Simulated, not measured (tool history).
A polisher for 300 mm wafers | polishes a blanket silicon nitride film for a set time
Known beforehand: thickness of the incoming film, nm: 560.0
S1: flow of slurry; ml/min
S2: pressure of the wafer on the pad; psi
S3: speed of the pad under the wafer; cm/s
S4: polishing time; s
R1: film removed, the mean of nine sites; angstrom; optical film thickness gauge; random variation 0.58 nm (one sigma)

run  hour   S1   S2   S3  S4      R1
  1     0  190  3.1  140  89  1888.4
  2   1.9  190  3.1  140  89    1878
  3   8.3  180  2.7  130  89  1560.3
  4  10.1  180  2.7  108  89  1330.9
  5  16.3  180  2.7  132  89  1592.4
  6  24.8  180  2.7  150  89  1737.4
  7  25.6  170  2.4  138  89  1441.4
  8  30.9  160  2.1  132  89  1203.5
  9  36.4  150  1.9  132  89    1072
 10  42.8  140  1.8  132  89  1024.6
 11  51.6  135  1.7  132  89  952.08
 12  54.7  130  1.7  132  89  952.57

What does the tool deliver on the next run?
 13  62.3  125  1.7  132  89   ?

R1: 947.49 angstrom
